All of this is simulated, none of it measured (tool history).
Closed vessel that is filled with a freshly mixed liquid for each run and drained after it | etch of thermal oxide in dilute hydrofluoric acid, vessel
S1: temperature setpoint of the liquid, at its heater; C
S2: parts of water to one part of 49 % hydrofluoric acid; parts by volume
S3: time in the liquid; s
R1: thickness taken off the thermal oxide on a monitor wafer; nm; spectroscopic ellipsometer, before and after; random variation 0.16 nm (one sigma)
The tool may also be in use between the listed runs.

run 1 hour=0 | S1=22 S2=125 S3=285 | R1=8.9785
run 2 hour=8.3 | S1=22 S2=125 S3=285 | R1=8.9542
run 3 hour=8.9 | S1=22 S2=125 S3=210 | R1=6.6675
run 4 hour=11.2 | S1=24.5 S2=100 S3=210 | R1=9.5039
run 5 hour=14 | S1=24.5 S2=130 S3=210 | R1=7.1591
run 6 hour=21.3 | S1=25.5 S2=100 S3=210 | R1=9.7999
run 7 hour=23.1 | S1=26.5 S2=80 S3=210 | R1=13.315
run 8 hour=26.6 | S1=27.5 S2=75 S3=210 | R1=14.684
run 9 hour=31.1 | S1=28 S2=70 S3=210 | R1=15.959

The next listed run, before its measurement:
run 10 hour=37.9 | S1=28.5 S2=70 S3=210 | R1=?

R1: 16.436 nm

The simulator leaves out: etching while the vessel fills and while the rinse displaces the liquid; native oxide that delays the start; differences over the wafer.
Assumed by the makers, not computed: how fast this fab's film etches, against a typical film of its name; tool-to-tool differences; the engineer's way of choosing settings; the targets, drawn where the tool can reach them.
